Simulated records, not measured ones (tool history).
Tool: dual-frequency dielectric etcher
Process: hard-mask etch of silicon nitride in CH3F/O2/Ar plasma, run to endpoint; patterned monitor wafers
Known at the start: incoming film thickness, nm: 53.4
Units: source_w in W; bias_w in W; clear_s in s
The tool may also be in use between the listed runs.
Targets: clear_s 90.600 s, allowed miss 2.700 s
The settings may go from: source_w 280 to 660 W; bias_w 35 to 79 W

run 1 hour=0.0 | source_w=470 bias_w=57 | clear_s=71.247
run 2 hour=2.3 | source_w=470 bias_w=60 | clear_s=69.932
run 3 hour=3.4 | source_w=470 bias_w=69 | clear_s=66.062
run 4 hour=8.4 | source_w=400 bias_w=69 | clear_s=71.160
run 5 hour=16.2 | source_w=370 bias_w=64 | clear_s=76.250
run 6 hour=18.0 | source_w=370 bias_w=69 | clear_s=72.816
run 7 hour=23.8 | source_w=350 bias_w=64 | clear_s=78.409
run 8 hour=28.0 | source_w=330 bias_w=62 | clear_s=80.863
run 9 hour=30.9 | source_w=320 bias_w=60 | clear_s=84.079
run 10 hour=34.2 | source_w=310 bias_w=59 | clear_s=85.675

5 next moves are on the table. One of them brings every result within its allowed miss. Which?
run A hour=37.5 | source_w=280 bias_w=52 | clear_s=?
run B hour=37.5 | source_w=280 bias_w=47 | clear_s=?
run C hour=37.5 | source_w=290 bias_w=58 | clear_s=?
run D hour=37.5 | source_w=280 bias_w=46 | clear_s=?
run E hour=37.5 | source_w=320 bias_w=44 | clear_s=?

move=A clear_s=96.374
move=B clear_s=100.160
move=C clear_s=90.719
move=D clear_s=100.980
move=E clear_s=95.704
A: takes the result that was furthest off past its target
B: takes the result that was furthest off past its target
C: meets every target
D: takes the result that was furthest off past its target
E: takes the result that was furthest off past its target
Answer: C

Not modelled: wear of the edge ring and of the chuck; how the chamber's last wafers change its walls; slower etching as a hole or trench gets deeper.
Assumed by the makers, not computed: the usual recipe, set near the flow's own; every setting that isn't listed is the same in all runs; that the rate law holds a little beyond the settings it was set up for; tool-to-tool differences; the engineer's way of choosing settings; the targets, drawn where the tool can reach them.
